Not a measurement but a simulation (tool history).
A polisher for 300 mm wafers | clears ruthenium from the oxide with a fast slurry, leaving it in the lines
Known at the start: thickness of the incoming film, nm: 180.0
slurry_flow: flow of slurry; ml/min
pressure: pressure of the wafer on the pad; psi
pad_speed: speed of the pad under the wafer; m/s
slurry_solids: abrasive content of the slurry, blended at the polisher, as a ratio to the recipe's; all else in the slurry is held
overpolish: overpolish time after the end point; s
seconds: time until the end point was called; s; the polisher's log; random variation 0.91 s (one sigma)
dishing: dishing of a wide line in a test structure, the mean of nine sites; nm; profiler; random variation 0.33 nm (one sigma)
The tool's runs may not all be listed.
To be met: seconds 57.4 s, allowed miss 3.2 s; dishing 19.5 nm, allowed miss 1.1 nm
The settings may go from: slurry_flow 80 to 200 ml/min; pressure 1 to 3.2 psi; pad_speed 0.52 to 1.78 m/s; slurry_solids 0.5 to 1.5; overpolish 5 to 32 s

run 1 hour=0 | slurry_flow=130 pressure=2.1 pad_speed=1.14 slurry_solids=1 overpolish=16 | seconds=56.191 dishing=37.55
run 2 hour=5.2 | slurry_flow=160 pressure=2.1 pad_speed=1.14 slurry_solids=1 overpolish=16 | seconds=52.883 dishing=38.277
run 3 hour=7.2 | slurry_flow=160 pressure=2.1 pad_speed=0.9 slurry_solids=1 overpolish=16 | seconds=66.804 dishing=32.429
run 4 hour=12.4 | slurry_flow=160 pressure=2.1 pad_speed=0.9 slurry_solids=1 overpolish=13 | seconds=65.967 dishing=26.959
run 5 hour=20.9 | slurry_flow=160 pressure=2.1 pad_speed=0.9 slurry_solids=1 overpolish=19 | seconds=68.23 dishing=37.384
run 6 hour=25.7 | slurry_flow=160 pressure=2.1 pad_speed=0.74 slurry_solids=1 overpolish=19 | seconds=77.511 dishing=32.458
run 7 hour=29.1 | slurry_flow=165 pressure=2.2 pad_speed=0.74 slurry_solids=1 overpolish=15 | seconds=75.433 dishing=27.63
run 8 hour=30.5 | slurry_flow=170 pressure=2.2 pad_speed=0.8 slurry_solids=1 overpolish=12 | seconds=67.296 dishing=24.22
run 9 hour=34.8 | slurry_flow=175 pressure=2.3 pad_speed=0.8 slurry_solids=1 overpolish=10 | seconds=64.339 dishing=20.701
run 10 hour=43.3 | slurry_flow=175 pressure=2.4 pad_speed=0.8 slurry_solids=1 overpolish=10 | seconds=62.913 dishing=21.95
run 11 hour=50.9 | slurry_flow=175 pressure=2.5 pad_speed=0.8 slurry_solids=1 overpolish=9 | seconds=60.137 dishing=20.691

5 next moves are on the table. One of them brings every result within its allowed miss. Which?
run A hour=58.5 | slurry_flow=185 pressure=2.7 pad_speed=0.82 slurry_solids=0.95 overpolish=9 | seconds=? dishing=?
run B hour=58.5 | slurry_flow=195 pressure=2.4 pad_speed=0.68 slurry_solids=1.2 overpolish=11 | seconds=? dishing=?
run C hour=58.5 | slurry_flow=140 pressure=2.4 pad_speed=0.78 slurry_solids=1.05 overpolish=9 | seconds=? dishing=?
run D hour=58.5 | slurry_flow=140 pressure=1.9 pad_speed=1.2 slurry_solids=1.05 overpolish=8 | seconds=? dishing=?
run E hour=58.5 | slurry_flow=190 pressure=2.1 pad_speed=0.94 slurry_solids=1 overpolish=10 | seconds=? dishing=?

move=A seconds=55.905 dishing=22.41
move=B seconds=63.573 dishing=23.945
move=C seconds=64.292 dishing=19.687
move=D seconds=56.847 dishing=19.785
move=E seconds=61.951 dishing=22.465
A: further off than the last run
B: further off than the last run
C: brings the result that was furthest off to its target, and leaves another outside
D: meets every target
E: further off than the last run
Answer: D
